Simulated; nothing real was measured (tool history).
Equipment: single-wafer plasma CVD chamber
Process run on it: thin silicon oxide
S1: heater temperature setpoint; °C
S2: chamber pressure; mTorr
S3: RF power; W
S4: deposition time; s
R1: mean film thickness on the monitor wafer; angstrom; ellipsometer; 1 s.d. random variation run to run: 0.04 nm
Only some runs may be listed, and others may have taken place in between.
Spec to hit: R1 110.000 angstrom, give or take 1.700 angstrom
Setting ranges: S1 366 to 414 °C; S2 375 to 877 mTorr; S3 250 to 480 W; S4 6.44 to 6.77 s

run   hour   S1   S2   S3    S4       R1
  1    0.0  390  626  365  6.77   95.732
  2    8.1  390  636  365  6.77   97.545
  3   14.7  390  636  405  6.77  100.800
  4   21.5  390  636  405  6.44   95.956
  5   27.1  400  636  405  6.44   95.528
  6   32.8  400  646  405  6.44   96.151
  7   38.8  399  655  405  6.44   97.649
  8   42.0  398  663  405  6.44   99.048
  9   44.0  398  671  405  6.44  100.420
 10   52.3  398  678  405  6.44  101.680
 11   54.6  398  684  405  6.44  102.210
 12   61.9  398  690  405  6.44  103.090
 13   63.5  398  695  405  6.44  104.210
 14   71.9  398  699  405  6.44  105.300
 15   73.8  398  702  405  6.44  104.820
 16   81.0  398  706  405  6.44  104.690
 17   82.0  398  710  405  6.44  106.000
 18   85.6  398  713  405  6.44  106.270
 19   89.1  398  716  405  6.44  107.000
 20   94.8  398  718  405  6.44  106.730
 21  102.5  398  721  405  6.44  107.180
 22  110.5  398  723  405  6.44  108.280

Pick the move, out of 5, that brings all results within their allowed miss; only one does.
  A  118.5  408  711  420  6.44   ?
  B  118.5  391  682  460  6.44   ?
  C  118.5  400  694  425  6.44   ?
  D  118.5  405  741  390  6.51   ?
  E  118.5  392  685  450  6.44   ?

move       R1
   A  106.850
   B  106.980
   C  105.380
   D  109.530
   E  106.630
A: further off than the last run
B: further off than the last run
C: further off than the last run
D: meets every target
E: further off than the last run
The move that meets every target is D.
